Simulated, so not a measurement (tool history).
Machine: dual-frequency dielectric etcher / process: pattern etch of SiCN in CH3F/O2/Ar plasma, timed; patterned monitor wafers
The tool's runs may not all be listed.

| run | hour | source power (kW) | bias power (kW) | etch time (s) | mean etch depth across the wafer (angstrom) |
|---|---|---|---|---|---|
| 1 | 0 | 0.32 | 0.095 | 81.5 | 307.98 |
| 2 | 7.4 | 0.3 | 0.094 | 81.5 | 300.53 |
| 3 | 14.1 | 0.35 | 0.094 | 81.5 | 316.11 |
| 4 | 22.3 | 0.35 | 0.11 | 81.5 | 327.33 |
| 5 | 26.3 | 0.35 | 0.097 | 81.5 | 318.78 |
| 6 | 32.8 | 0.35 | 0.097 | 85 | 330.61 |
| 7 | 36.4 | 0.29 | 0.088 | 84.5 | 303.35 |
| 8 | 43.8 | 0.28 | 0.087 | 84.5 | 301.02 |
| 9 | 46.9 | 0.27 | 0.086 | 84.5 | 296.88 |
| 10 | 48.8 | 0.26 | 0.085 | 84.5 | 291.09 |
| 11 | 51.4 | 0.25 | 0.084 | 84.5 | 287.54 |
| 12 | 54.7 | 0.24 | 0.084 | 84.5 | 285.22 |

Expected results for the next run?
| 13 | 58.2 | 0.23 | 0.084 | 84.5 | ? |

{"run 13": {"mean etch depth across the wafer (angstrom)": 281.57}}
